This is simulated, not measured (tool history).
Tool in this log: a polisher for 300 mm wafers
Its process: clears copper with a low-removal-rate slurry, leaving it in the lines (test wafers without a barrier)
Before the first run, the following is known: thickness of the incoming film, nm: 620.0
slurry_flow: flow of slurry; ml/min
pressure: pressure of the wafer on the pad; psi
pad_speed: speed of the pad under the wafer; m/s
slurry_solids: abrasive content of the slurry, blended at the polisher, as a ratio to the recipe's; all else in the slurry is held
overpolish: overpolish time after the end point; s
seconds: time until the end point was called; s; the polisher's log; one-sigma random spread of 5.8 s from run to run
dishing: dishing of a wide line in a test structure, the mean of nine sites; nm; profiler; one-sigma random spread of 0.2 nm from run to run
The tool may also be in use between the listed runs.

| run | hour | slurry_flow | pressure | pad_speed | slurry_solids | overpolish | seconds | dishing |
|---|---|---|---|---|---|---|---|---|
| 1 | 0 | 175 | 4.1 | 1.2 | 1 | 22 | 129.31 | 62.07 |
| 2 | 4.3 | 170 | 3.3 | 0.98 | 0.95 | 17 | 184.87 | 36.05 |
| 3 | 11.9 | 165 | 2.8 | 0.86 | 0.8 | 14 | 247.07 | 23.404 |
| 4 | 13.9 | 165 | 2.8 | 0.86 | 0.9 | 14 | 246.33 | 23.627 |
| 5 | 21.9 | 165 | 2.8 | 0.86 | 0.9 | 21 | 241.71 | 32.989 |
| 6 | 28 | 145 | 2.6 | 0.84 | 0.75 | 16 | 279.41 | 23.931 |
| 7 | 30.6 | 105 | 1.9 | 0.88 | 0.5 | 7 | 428.36 | 7.1963 |
| 8 | 34.7 | 105 | 1.9 | 0.88 | 0.5 | 7 | 410.12 | 7.1226 |
| 9 | 35.9 | 125 | 2 | 0.9 | 0.5 | 7 | 383.18 | 7.6398 |
| 10 | 40.8 | 140 | 2.1 | 0.86 | 0.55 | 7 | 366.71 | 8.4881 |
| 11 | 43.4 | 155 | 2.2 | 0.84 | 0.55 | 7 | 343.14 | 8.8224 |
| 12 | 48.6 | 160 | 2.3 | 0.82 | 0.6 | 7 | 325.08 | 9.3488 |
| 13 | 56.5 | 155 | 2.4 | 0.8 | 0.6 | 7 | 320.37 | 8.9843 |
| 14 | 64.7 | 150 | 2.4 | 0.84 | 0.6 | 7 | 313.12 | 9.8767 |
| 15 | 69 | 145 | 2.4 | 0.84 | 0.6 | 7 | 310.89 | 9.7016 |
| 16 | 71.1 | 145 | 2.3 | 0.82 | 0.6 | 11 | 335.31 | 14.017 |

Run 17 is up next; what results do you expect?
| 17 | 74.5 | 135 | 2.3 | 0.9 | 0.6 | 11 | ? | ? |

{"run 17": {"seconds": 325.54, "dishing": 14.179}}

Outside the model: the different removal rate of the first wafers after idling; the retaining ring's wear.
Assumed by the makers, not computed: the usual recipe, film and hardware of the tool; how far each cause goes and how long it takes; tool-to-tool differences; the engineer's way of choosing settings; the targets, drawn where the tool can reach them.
